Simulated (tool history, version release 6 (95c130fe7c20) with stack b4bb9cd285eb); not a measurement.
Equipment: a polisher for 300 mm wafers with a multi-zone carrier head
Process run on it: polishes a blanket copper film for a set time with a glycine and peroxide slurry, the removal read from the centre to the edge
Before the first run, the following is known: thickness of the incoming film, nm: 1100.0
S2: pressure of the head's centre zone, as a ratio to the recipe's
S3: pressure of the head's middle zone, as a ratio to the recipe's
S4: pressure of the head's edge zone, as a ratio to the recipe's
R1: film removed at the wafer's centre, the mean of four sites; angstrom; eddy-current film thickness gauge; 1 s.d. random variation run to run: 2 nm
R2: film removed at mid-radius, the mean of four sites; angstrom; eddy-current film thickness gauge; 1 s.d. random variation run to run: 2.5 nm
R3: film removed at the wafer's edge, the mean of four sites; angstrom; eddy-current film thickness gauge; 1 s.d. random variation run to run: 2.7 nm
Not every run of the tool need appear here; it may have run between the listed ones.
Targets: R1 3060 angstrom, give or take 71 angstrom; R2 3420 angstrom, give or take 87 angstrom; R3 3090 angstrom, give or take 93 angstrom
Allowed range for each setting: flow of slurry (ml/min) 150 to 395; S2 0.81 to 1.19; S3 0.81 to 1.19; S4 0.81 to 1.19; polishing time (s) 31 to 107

{"run": 1, "hour": 0.0, "flow of slurry (ml/min)": 250, "S2": 1, "S3": 1, "S4": 1, "polishing time (s)": 69, "R1": 2259.3, "R2": 2368.2, "R3": 2486.1}
{"run": 2, "hour": 7.9, "flow of slurry (ml/min)": 260, "S2": 1.01, "S3": 1.02, "S4": 1.01, "polishing time (s)": 70, "R1": 2359.6, "R2": 2433, "R3": 2550.5}
{"run": 3, "hour": 11.7, "flow of slurry (ml/min)": 260, "S2": 1.01, "S3": 1.02, "S4": 1.05, "polishing time (s)": 70, "R1": 2348, "R2": 2463.7, "R3": 2583.9}
{"run": 4, "hour": 20.1, "flow of slurry (ml/min)": 260, "S2": 1.01, "S3": 1.02, "S4": 1.08, "polishing time (s)": 70, "R1": 2328.9, "R2": 2442.3, "R3": 2603.3}
{"run": 5, "hour": 21.7, "flow of slurry (ml/min)": 260, "S2": 0.93, "S3": 1.02, "S4": 1.08, "polishing time (s)": 70, "R1": 2187.4, "R2": 2474.6, "R3": 2585.4}
{"run": 6, "hour": 25.9, "flow of slurry (ml/min)": 260, "S2": 0.88, "S3": 1.02, "S4": 1.08, "polishing time (s)": 70, "R1": 2080.6, "R2": 2486.2, "R3": 2634.7}
{"run": 7, "hour": 27.2, "flow of slurry (ml/min)": 270, "S2": 0.9, "S3": 1.04, "S4": 1.08, "polishing time (s)": 71, "R1": 2130.6, "R2": 2545.1, "R3": 2651.3}
{"run": 8, "hour": 36.1, "flow of slurry (ml/min)": 275, "S2": 0.93, "S3": 1.06, "S4": 1.07, "polishing time (s)": 73, "R1": 2290, "R2": 2651.8, "R3": 2678.1}
{"run": 9, "hour": 40.3, "flow of slurry (ml/min)": 275, "S2": 0.94, "S3": 1.07, "S4": 1.07, "polishing time (s)": 75, "R1": 2392.1, "R2": 2730.5, "R3": 2815.9}
{"hour": 46.1, "done": "edge zone pressure recalibrated"}
{"run": 10, "hour": 46.1, "flow of slurry (ml/min)": 285, "S2": 0.94, "S3": 1.09, "S4": 1.04, "polishing time (s)": 76, "R1": 2419.6, "R2": 2783.2, "R3": 2719.2}
{"run": 11, "hour": 53.8, "flow of slurry (ml/min)": 290, "S2": 0.95, "S3": 1.1, "S4": 1.04, "polishing time (s)": 77, "R1": 2490.6, "R2": 2857.3, "R3": 2752.3}
{"run": 12, "hour": 54.7, "flow of slurry (ml/min)": 295, "S2": 0.96, "S3": 1.11, "S4": 1.05, "polishing time (s)": 78, "R1": 2524.7, "R2": 2927.7, "R3": 2785.2}
{"run": 13, "hour": 59.3, "flow of slurry (ml/min)": 295, "S2": 0.97, "S3": 1.12, "S4": 1.06, "polishing time (s)": 79, "R1": 2622, "R2": 3002.1, "R3": 2854.2}
{"run": 14, "hour": 62.5, "flow of slurry (ml/min)": 300, "S2": 0.98, "S3": 1.13, "S4": 1.07, "polishing time (s)": 80, "R1": 2670.3, "R2": 3037.5, "R3": 2887.4}
{"run": 15, "hour": 66.7, "flow of slurry (ml/min)": 305, "S2": 0.99, "S3": 1.14, "S4": 1.07, "polishing time (s)": 81, "R1": 2726.5, "R2": 3116.9, "R3": 2986.3}

Exactly one of the 5 candidate moves below puts every result within its allowed miss. Which one?
{"run": "A", "hour": 70.9, "flow of slurry (ml/min)": 315, "S2": 0.99, "S3": 1.12, "S4": 1.06, "polishing time (s)": 86, "R1": "?", "R2": "?", "R3": "?"}
{"run": "B", "hour": 70.9, "flow of slurry (ml/min)": 380, "S2": 1.15, "S3": 1.17, "S4": 1.11, "polishing time (s)": 83, "R1": "?", "R2": "?", "R3": "?"}
{"run": "C", "hour": 70.9, "flow of slurry (ml/min)": 380, "S2": 0.89, "S3": 1.19, "S4": 1.12, "polishing time (s)": 83, "R1": "?", "R2": "?", "R3": "?"}
{"run": "D", "hour": 70.9, "flow of slurry (ml/min)": 265, "S2": 0.97, "S3": 1.19, "S4": 0.9, "polishing time (s)": 94, "R1": "?", "R2": "?", "R3": "?"}
{"run": "E", "hour": 70.9, "flow of slurry (ml/min)": 335, "S2": 1.03, "S3": 1.16, "S4": 1, "polishing time (s)": 87, "R1": "?", "R2": "?", "R3": "?"}

move=A R1=2884.7 R2=3254.1 R3=3177.5
move=B R1=3238.8 R2=3279.8 R3=3169.6
move=C R1=2578 R2=3321.3 R3=3182.6
move=D R1=3042.2 R2=3644.8 R3=3185
move=E R1=3041.3 R2=3386.8 R3=3140.5
A: an improvement on the last run, though not all results are within tolerance
B: takes the biggest miss from the last run beyond its target
C: the biggest miss grows against the last run
D: brings the result that was furthest off to its target, and leaves another outside
E: each result inside its tolerance
E is the move that brings every result within its allowed miss.
